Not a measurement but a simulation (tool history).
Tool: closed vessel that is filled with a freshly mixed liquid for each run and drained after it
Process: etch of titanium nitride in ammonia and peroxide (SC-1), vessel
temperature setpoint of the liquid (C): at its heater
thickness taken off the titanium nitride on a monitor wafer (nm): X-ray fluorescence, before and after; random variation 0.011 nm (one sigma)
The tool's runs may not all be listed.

run	hour	temperature setpoint of the liquid (C)	parts of water to one part of 30 % peroxide (parts by volume)	parts of 29 % ammonia solution to one part of 30 % peroxide (parts by volume)	time in the liquid (s)	thickness taken off the titanium nitride on a monitor wafer (nm)
1	0	57	14	0.6	30	3.0641
2	6.7	57	14	0.6	30	3.0761
3	11.8	55	14	0.6	30	2.6833
4	19.4	53.5	14	0.6	30	2.4332
5	24.6	52.5	14	0.6	30	2.2647
6	32.1	52.5	18	0.6	30	1.9915
7	38.4	52	18	0.6	30	1.9189
8	41.8	52	18	0.6	30	1.9065

Forecast run 9:
9	42.8	51.5	18	0.6	30	?

Run 9 gave thickness taken off the titanium nitride on a monitor wafer (nm) 1.8486.
